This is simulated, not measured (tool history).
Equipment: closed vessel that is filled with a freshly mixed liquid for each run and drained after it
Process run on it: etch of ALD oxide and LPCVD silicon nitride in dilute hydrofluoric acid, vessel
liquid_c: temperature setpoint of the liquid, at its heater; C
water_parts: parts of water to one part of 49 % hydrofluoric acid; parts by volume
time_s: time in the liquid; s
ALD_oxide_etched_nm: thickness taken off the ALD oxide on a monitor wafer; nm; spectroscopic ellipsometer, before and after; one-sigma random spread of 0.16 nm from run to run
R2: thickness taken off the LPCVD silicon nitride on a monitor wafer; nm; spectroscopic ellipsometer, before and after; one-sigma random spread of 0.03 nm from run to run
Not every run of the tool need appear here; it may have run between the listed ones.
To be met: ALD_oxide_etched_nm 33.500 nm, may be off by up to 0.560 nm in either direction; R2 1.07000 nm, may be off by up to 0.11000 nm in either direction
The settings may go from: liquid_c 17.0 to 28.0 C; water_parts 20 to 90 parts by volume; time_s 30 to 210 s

run 1 hour=0.0 | liquid_c=20.0 water_parts=50 time_s=105 | ALD_oxide_etched_nm=27.037 R2=0.82473
run 2 hour=8.3 | liquid_c=20.0 water_parts=45 time_s=105 | ALD_oxide_etched_nm=30.261 R2=0.90690
run 3 hour=11.7 | liquid_c=20.0 water_parts=45 time_s=80 | ALD_oxide_etched_nm=23.173 R2=0.76592
run 4 hour=14.3 | liquid_c=20.5 water_parts=45 time_s=80 | ALD_oxide_etched_nm=23.608 R2=0.75452
run 5 hour=21.2 | liquid_c=20.5 water_parts=55 time_s=80 | ALD_oxide_etched_nm=19.035 R2=0.63711
run 6 hour=25.9 | liquid_c=20.5 water_parts=65 time_s=80 | ALD_oxide_etched_nm=16.049 R2=0.51096
run 7 hour=30.1 | liquid_c=21.0 water_parts=60 time_s=80 | ALD_oxide_etched_nm=17.737 R2=0.57982
run 8 hour=32.9 | liquid_c=21.5 water_parts=55 time_s=80 | ALD_oxide_etched_nm=19.899 R2=0.65430
run 9 hour=35.0 | liquid_c=25.5 water_parts=35 time_s=80 | ALD_oxide_etched_nm=38.127 R2=1.28220

Exactly one of the 5 candidate moves below puts every result within its allowed miss. Which one?
run A hour=37.1 | liquid_c=21.5 water_parts=40 time_s=135 | ALD_oxide_etched_nm=? R2=?
run B hour=37.1 | liquid_c=24.0 water_parts=25 time_s=50 | ALD_oxide_etched_nm=? R2=?
run C hour=37.1 | liquid_c=21.0 water_parts=45 time_s=110 | ALD_oxide_etched_nm=? R2=?
run D hour=37.1 | liquid_c=23.0 water_parts=35 time_s=75 | ALD_oxide_etched_nm=? R2=?
run E hour=37.1 | liquid_c=22.0 water_parts=50 time_s=115 | ALD_oxide_etched_nm=? R2=?

move=A ALD_oxide_etched_nm=47.110 R2=1.48990
move=B ALD_oxide_etched_nm=31.631 R2=1.03180
move=C ALD_oxide_etched_nm=33.199 R2=1.04590
move=D ALD_oxide_etched_nm=32.067 R2=1.04450
move=E ALD_oxide_etched_nm=32.376 R2=1.05710
A: further off than the last run
B: takes the biggest miss from the last run beyond its target
C: all results land within tolerance of their targets
D: takes the biggest miss from the last run beyond its target
E: takes the biggest miss from the last run beyond its target
Move C is the one to make.

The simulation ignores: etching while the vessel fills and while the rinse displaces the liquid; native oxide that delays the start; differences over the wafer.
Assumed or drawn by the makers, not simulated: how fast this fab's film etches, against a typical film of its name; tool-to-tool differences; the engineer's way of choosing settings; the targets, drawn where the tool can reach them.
